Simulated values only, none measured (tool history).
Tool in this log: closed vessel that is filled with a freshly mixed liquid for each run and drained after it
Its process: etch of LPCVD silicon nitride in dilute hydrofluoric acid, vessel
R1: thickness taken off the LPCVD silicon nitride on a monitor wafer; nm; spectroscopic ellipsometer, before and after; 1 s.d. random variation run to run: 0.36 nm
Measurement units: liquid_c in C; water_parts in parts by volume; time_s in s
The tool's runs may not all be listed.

{"run": 1, "day": 0.0, "liquid_c": 24, "water_parts": 70, "time_s": 2965, "R1": 21.509}
{"run": 2, "day": 0.079, "liquid_c": 24, "water_parts": 70, "time_s": 3175, "R1": 23}
{"run": 3, "day": 0.258, "liquid_c": 24, "water_parts": 70, "time_s": 2965, "R1": 21.489}
{"run": 4, "day": 0.425, "liquid_c": 24, "water_parts": 45, "time_s": 2965, "R1": 32.812}
{"run": 5, "day": 0.746, "liquid_c": 24.5, "water_parts": 45, "time_s": 2965, "R1": 33.792}
{"run": 6, "day": 0.879, "liquid_c": 25, "water_parts": 45, "time_s": 2965, "R1": 35.286}
{"run": 7, "day": 1.054, "liquid_c": 25.5, "water_parts": 45, "time_s": 2965, "R1": 36.354}
{"run": 8, "day": 1.35, "liquid_c": 26, "water_parts": 45, "time_s": 2965, "R1": 37.815}

Run 9 has not been measured yet. What should we expect?
{"run": 9, "day": 1.488, "liquid_c": 26.5, "water_parts": 45, "time_s": 2965, "R1": "?"}

R1: 38.917 nm

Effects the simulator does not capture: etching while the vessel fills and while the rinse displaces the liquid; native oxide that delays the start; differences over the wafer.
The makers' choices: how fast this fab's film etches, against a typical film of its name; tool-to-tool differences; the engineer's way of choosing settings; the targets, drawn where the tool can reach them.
